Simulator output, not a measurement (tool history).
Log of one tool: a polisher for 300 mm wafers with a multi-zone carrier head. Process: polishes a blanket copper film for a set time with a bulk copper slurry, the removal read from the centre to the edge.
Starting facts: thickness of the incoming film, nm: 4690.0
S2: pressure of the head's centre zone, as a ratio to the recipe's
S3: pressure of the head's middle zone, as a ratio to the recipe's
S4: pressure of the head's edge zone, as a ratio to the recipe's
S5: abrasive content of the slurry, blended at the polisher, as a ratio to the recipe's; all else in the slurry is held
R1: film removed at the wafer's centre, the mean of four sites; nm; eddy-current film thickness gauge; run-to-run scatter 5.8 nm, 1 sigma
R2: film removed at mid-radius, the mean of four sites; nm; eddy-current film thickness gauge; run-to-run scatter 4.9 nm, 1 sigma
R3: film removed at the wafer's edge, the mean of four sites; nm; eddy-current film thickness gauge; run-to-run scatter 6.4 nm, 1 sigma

Run 1, day 0.000: flow of slurry (ml/min) 160, S2 1.00, S3 1.00, S4 1.00, S5 1.00, polishing time (s) 53. Result: R1 447.62 nm, R2 406.78 nm, R3 387.20 nm.
Run 2, day 0.171: flow of slurry (ml/min) 165, S2 0.99, S3 0.98, S4 1.03, S5 1.10, polishing time (s) 54. Result: R1 448.03 nm, R2 413.99 nm, R3 408.63 nm.
Run 3, day 0.246: flow of slurry (ml/min) 165, S2 0.94, S3 0.98, S4 1.03, S5 1.10, polishing time (s) 54. Result: R1 438.68 nm, R2 408.49 nm, R3 408.19 nm.
Run 4, day 0.333: flow of slurry (ml/min) 165, S2 0.94, S3 0.98, S4 1.11, S5 1.10, polishing time (s) 54. Result: R1 431.04 nm, R2 404.29 nm, R3 424.53 nm.
Run 5, day 0.596: flow of slurry (ml/min) 165, S2 1.02, S3 0.98, S4 1.11, S5 1.10, polishing time (s) 54. Result: R1 459.87 nm, R2 409.04 nm, R3 425.81 nm.
Run 6, day 0.971: flow of slurry (ml/min) 165, S2 1.08, S3 0.98, S4 1.11, S5 1.10, polishing time (s) 54. Result: R1 500.29 nm, R2 413.86 nm, R3 436.56 nm.
Run 7, day 1.200: flow of slurry (ml/min) 165, S2 1.06, S3 0.98, S4 1.12, S5 1.15, polishing time (s) 55. Result: R1 486.97 nm, R2 415.63 nm, R3 430.82 nm.
Run 8, day 1.508: flow of slurry (ml/min) 170, S2 1.04, S3 0.97, S4 1.13, S5 1.15, polishing time (s) 56. Result: R1 492.31 nm, R2 435.72 nm, R3 441.28 nm.
At day 1.788: centre zone pressure recalibrated.
Run 9, day 1.788: flow of slurry (ml/min) 155, S2 1.03, S3 0.98, S4 1.14, S5 1.15, polishing time (s) 57. Result: R1 446.65 nm, R2 427.35 nm, R3 454.82 nm.
Run 10, day 1.912: flow of slurry (ml/min) 155, S2 1.03, S3 0.97, S4 1.15, S5 1.15, polishing time (s) 58. Result: R1 448.56 nm, R2 433.66 nm, R3 468.57 nm.

Run 11 has not been measured yet. What should we expect?
Run 11, day 2.250: flow of slurry (ml/min) 160, S2 1.03, S3 0.96, S4 1.16, S5 1.15, polishing time (s) 59. Result: R1 ?, R2 ?, R3 ?.

{"run 11": {"R1": 462.11, "R2": 439.21, "R3": 475.07}}
